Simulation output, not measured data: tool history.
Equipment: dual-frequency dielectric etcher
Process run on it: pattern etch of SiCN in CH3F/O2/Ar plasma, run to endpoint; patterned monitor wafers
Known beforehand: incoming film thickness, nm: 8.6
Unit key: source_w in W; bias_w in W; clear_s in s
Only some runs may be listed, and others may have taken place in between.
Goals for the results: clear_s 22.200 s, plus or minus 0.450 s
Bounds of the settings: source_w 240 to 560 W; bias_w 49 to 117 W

| run | hour | source_w | bias_w | clear_s |
|---|---|---|---|---|
| 1 | 0.0 | 400 | 83 | 24.548 |
| 2 | 7.1 | 420 | 84 | 23.872 |
| 3 | 14.4 | 430 | 85 | 23.911 |
| 4 | 15.5 | 430 | 71 | 25.425 |
| 5 | 16.5 | 430 | 56 | 27.149 |
| 6 | 23.2 | 460 | 61 | 26.028 |
| 7 | 23.8 | 480 | 66 | 24.882 |
| 8 | 25.2 | 500 | 69 | 24.237 |
| 9 | 26.8 | 510 | 71 | 23.957 |
| 10 | 34.4 | 520 | 73 | 23.313 |

Of the 5 settings listed for the next run, only one would bring every result within its allowed miss of target. Which one?
| A | 42.0 | 550 | 63 | ? |
| B | 42.0 | 490 | 55 | ? |
| C | 42.0 | 540 | 64 | ? |
| D | 42.0 | 550 | 73 | ? |
| E | 42.0 | 520 | 85 | ? |

| move | clear_s |
|---|---|
| A | 24.154 |
| B | 26.260 |
| C | 24.182 |
| D | 22.997 |
| E | 22.237 |
A: moves away from the targets compared with the last run
B: moves away from the targets compared with the last run
C: moves away from the targets compared with the last run
D: moves toward the targets from the last run without getting all of them in spec
E: every result within its allowed miss
E is the move that brings every result within its allowed miss.
